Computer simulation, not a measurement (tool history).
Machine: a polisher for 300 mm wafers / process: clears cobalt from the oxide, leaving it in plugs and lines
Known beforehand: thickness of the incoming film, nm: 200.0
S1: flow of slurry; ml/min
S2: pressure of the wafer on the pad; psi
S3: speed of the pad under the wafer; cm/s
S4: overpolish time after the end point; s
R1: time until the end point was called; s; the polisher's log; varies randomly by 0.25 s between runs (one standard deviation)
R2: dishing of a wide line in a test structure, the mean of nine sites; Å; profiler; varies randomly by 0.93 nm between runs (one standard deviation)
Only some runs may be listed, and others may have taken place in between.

run	day	S1	S2	S3	S4	R1	R2
1	0	215	2.4	120	19	30.475	551.26
2	0.183	215	2.4	120	25	30.467	574.12
3	0.371	215	2.4	108	25	33.797	548.02
4	0.492	215	2.4	128	25	28.419	574.38
5	0.862	215	2.4	152	25	23.938	590.99
6	1.129	215	2.5	154	20	22.977	576.76

Estimate the outcome of run 7 from the log above:
7	1.179	215	2.6	156	16	?	?

Run 7 came out at R1 21.439 s, R2 556.39 Å.

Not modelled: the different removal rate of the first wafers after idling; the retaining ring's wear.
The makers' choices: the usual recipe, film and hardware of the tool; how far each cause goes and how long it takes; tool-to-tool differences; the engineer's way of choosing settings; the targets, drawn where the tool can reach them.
